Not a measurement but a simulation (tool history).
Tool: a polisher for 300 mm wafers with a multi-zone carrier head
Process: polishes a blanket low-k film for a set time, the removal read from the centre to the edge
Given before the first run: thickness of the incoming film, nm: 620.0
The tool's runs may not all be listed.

run  hour  flow of slurry (ml/min)  pressure of the head's centre zone  pressure of the head's middle zone  pressure of the head's edge zone  abrasive content of the slurry  polishing time (s)  film removed at the wafer's centre (Å)  film removed at mid-radius (Å)  film removed at the wafer's edge (Å)
  1     0                      190                                   1                                   1                                 1                               1                  61                                  315.33                          320.82                                314.26
  2   7.2                      200                                1.03                                   1                              1.04                             1.1                  61                                   341.2                          339.04                                 338.2
  3  15.6                      200                                1.03                                   1                              1.04                             1.1                  54                                  305.91                          290.23                                294.69
  4    19                      205                                1.05                                   1                              1.07                             1.2                  55                                  333.77                          306.33                                317.98
  5  22.9                      210                                1.06                                1.01                              1.09                             1.3                  56                                  356.07                          328.49                                342.15
  6    31                      215                                1.07                                1.02                              1.11                            1.35                  57                                  358.91                          351.83                                360.48
  7  39.9                      220                                 1.1                                1.02                              1.12                             1.4                  57                                  398.16                          349.94                                364.93

What will run 8 give?
  8  42.9                      245                                1.07                                1.05                              1.19                             1.5                  58                                       ?                               ?                                     ?

film removed at the wafer's centre (Å): 393.87
film removed at mid-radius (Å): 382.23
film removed at the wafer's edge (Å): 391.14
